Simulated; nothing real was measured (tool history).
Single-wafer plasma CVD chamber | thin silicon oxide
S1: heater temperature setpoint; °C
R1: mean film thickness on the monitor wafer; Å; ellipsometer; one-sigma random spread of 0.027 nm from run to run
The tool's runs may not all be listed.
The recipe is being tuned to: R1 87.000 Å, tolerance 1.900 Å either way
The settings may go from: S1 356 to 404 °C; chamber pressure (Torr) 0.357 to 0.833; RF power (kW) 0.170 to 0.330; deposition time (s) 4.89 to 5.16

{"run": 1, "day": 0.0, "S1": 380, "chamber pressure (Torr)": 0.595, "RF power (kW)": 0.25, "deposition time (s)": 5.16, "R1": 71.028}
{"run": 2, "day": 0.029, "S1": 380, "chamber pressure (Torr)": 0.595, "RF power (kW)": 0.25, "deposition time (s)": 4.89, "R1": 67.246}
{"run": 3, "day": 0.246, "S1": 380, "chamber pressure (Torr)": 0.595, "RF power (kW)": 0.265, "deposition time (s)": 4.89, "R1": 68.612}
{"run": 4, "day": 0.388, "S1": 380, "chamber pressure (Torr)": 0.631, "RF power (kW)": 0.265, "deposition time (s)": 4.89, "R1": 72.325}
{"run": 5, "day": 0.529, "S1": 380, "chamber pressure (Torr)": 0.664, "RF power (kW)": 0.265, "deposition time (s)": 4.89, "R1": 76.524}
{"run": 6, "day": 0.783, "S1": 380, "chamber pressure (Torr)": 0.664, "RF power (kW)": 0.245, "deposition time (s)": 4.89, "R1": 74.067}
{"run": 7, "day": 0.896, "S1": 380, "chamber pressure (Torr)": 0.694, "RF power (kW)": 0.245, "deposition time (s)": 4.89, "R1": 77.533}
{"run": 8, "day": 1.125, "S1": 380, "chamber pressure (Torr)": 0.715, "RF power (kW)": 0.245, "deposition time (s)": 4.89, "R1": 79.663}

Below are 4 possible settings for the next run. Only one of them brings all results inside the allowed miss of their targets. Which is it?
{"run": "A", "day": 1.354, "S1": 388, "chamber pressure (Torr)": 0.752, "RF power (kW)": 0.235, "deposition time (s)": 5.16, "R1": "?"}
{"run": "B", "day": 1.354, "S1": 367, "chamber pressure (Torr)": 0.722, "RF power (kW)": 0.195, "deposition time (s)": 4.99, "R1": "?"}
{"run": "C", "day": 1.354, "S1": 388, "chamber pressure (Torr)": 0.781, "RF power (kW)": 0.26, "deposition time (s)": 5.16, "R1": "?"}
{"run": "D", "day": 1.354, "S1": 363, "chamber pressure (Torr)": 0.6, "RF power (kW)": 0.255, "deposition time (s)": 4.89, "R1": "?"}

move=A R1=86.093
move=B R1=75.690
move=C R1=92.570
move=D R1=68.800
A: meets every target
B: misses by more than the last run did
C: pushes the last run's worst result past its target
D: misses by more than the last run did
Go with A: it meets all targets.
